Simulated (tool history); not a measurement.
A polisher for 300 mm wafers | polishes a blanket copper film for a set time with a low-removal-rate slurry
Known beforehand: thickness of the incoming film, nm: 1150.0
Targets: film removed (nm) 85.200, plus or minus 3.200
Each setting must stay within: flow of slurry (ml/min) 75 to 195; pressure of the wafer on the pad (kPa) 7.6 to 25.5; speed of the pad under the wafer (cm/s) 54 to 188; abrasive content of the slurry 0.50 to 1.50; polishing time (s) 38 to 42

run	hour	flow of slurry (ml/min)	pressure of the wafer on the pad (kPa)	speed of the pad under the wafer (cm/s)	abrasive content of the slurry	polishing time (s)	film removed (nm)
1	0.0	125	16.5	120	1.00	42	132.690
2	2.8	120	15.2	120	1.00	42	122.170
3	6.7	120	13.8	120	1.00	42	114.240
4	10.4	120	13.8	94	1.00	42	88.431
5	16.0	115	13.8	94	1.00	42	88.853
6	17.8	115	15.2	94	1.00	42	96.570
# hour 23.4: slurry blender recalibrated
7	23.4	115	14.5	94	1.00	42	99.907
8	32.2	120	14.5	94	1.00	42	100.700
9	38.7	115	14.5	94	1.00	42	98.039
10	43.4	115	13.8	94	1.00	42	97.774
11	49.6	120	13.1	94	1.00	42	92.406
12	56.9	115	13.1	94	1.00	42	92.139
13	62.0	115	12.4	94	1.00	42	86.482

Which one of the following 5 next-run settings gets every result inside its allowed miss? There is exactly one.
A	67.1	165	17.2	76	0.70	42	?
B	67.1	135	13.1	98	0.95	40	?
C	67.1	90	11.7	104	1.25	41	?
D	67.1	155	11.7	100	0.85	42	?
E	67.1	105	14.5	92	0.90	38	?

move	film removed (nm)
A	89.982
B	91.771
C	91.062
D	89.743
E	83.963
A: lands further from the targets than the last run did
B: lands further from the targets than the last run did
C: lands further from the targets than the last run did
D: lands further from the targets than the last run did
E: each result inside its tolerance
E meets every target.

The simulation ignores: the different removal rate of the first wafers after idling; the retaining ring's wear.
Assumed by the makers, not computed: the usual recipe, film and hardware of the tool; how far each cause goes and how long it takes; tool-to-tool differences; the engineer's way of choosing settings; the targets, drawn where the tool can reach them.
